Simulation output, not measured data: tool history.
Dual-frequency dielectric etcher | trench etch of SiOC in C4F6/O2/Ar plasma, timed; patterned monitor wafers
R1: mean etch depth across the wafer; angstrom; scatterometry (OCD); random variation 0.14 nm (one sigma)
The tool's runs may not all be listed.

{"run": 1, "day": 0.0, "source power (W)": 330, "bias power (W)": 176, "etch time (s)": 24.5, "R1": 484.21}
{"run": 2, "day": 0.108, "source power (W)": 350, "bias power (W)": 182, "etch time (s)": 24.5, "R1": 499.76}
{"run": 3, "day": 0.412, "source power (W)": 370, "bias power (W)": 188, "etch time (s)": 24.5, "R1": 515.03}
{"run": 4, "day": 0.696, "source power (W)": 370, "bias power (W)": 188, "etch time (s)": 24.5, "R1": 516.63}
{"run": 5, "day": 1.071, "source power (W)": 370, "bias power (W)": 199, "etch time (s)": 24.5, "R1": 524.76}
{"run": 6, "day": 1.421, "source power (W)": 380, "bias power (W)": 202, "etch time (s)": 24.5, "R1": 533.57}
{"run": 7, "day": 1.771, "source power (W)": 390, "bias power (W)": 205, "etch time (s)": 24.5, "R1": 540.96}

The next listed run, before its measurement:
{"run": 8, "day": 1.862, "source power (W)": 400, "bias power (W)": 207, "etch time (s)": 24.5, "R1": "?"}

{"run 8": {"R1": 550.07}}

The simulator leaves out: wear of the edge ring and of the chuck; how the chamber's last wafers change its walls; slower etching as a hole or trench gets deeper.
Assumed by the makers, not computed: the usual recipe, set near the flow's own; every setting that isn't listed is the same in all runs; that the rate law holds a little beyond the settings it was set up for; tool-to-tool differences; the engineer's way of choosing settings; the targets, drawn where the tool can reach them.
